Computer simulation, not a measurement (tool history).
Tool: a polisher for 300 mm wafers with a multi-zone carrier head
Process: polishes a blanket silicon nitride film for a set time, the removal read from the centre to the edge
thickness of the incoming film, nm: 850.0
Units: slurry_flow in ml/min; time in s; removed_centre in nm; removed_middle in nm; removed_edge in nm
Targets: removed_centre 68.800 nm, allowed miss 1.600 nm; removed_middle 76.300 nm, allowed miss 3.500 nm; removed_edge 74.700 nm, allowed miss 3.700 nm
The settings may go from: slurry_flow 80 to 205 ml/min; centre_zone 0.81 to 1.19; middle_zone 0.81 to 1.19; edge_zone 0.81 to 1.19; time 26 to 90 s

run  hour  slurry_flow  centre_zone  middle_zone  edge_zone  time  removed_centre  removed_middle  removed_edge
  1   0.0          135         1.00         1.00       1.00    58         109.630         105.850       107.450
  2   1.0          135         1.09         1.00       1.00    58         119.840         106.030       108.200
  3   4.3          125         1.03         0.99       0.97    55         104.150          95.671        99.555
  4  11.8          120         0.99         1.00       0.94    53          95.706          93.154        95.671
  5  18.8          120         0.99         1.00       0.94    40          71.037          71.606        69.824
  6  22.2          120         0.99         1.06       0.94    40          72.500          75.606        72.669
  7  26.7          100         0.95         1.11       0.99    40          64.829          73.675        70.422
  8  31.6          105         0.95         1.10       1.00    40          66.218          74.505        72.425

Which of these 4 next moves meets every target?
  A  36.5           90         0.91         1.12       1.00    42               ?               ?             ?
  B  36.5           80         1.01         1.14       1.07    44               ?               ?             ?
  C  36.5          170         0.99         1.08       0.99    35               ?               ?             ?
  D  36.5          120         0.97         1.10       0.98    37               ?               ?             ?

move  removed_centre  removed_middle  removed_edge
   A          62.364          75.120        71.855
   B          68.967          76.451        75.219
   C          67.859          71.094        66.619
   D          64.662          70.948        66.544
A: further off than the last run
B: meets every target
C: brings the result that was furthest off to its target, and leaves another outside
D: further off than the last run
Move B is the one to make.
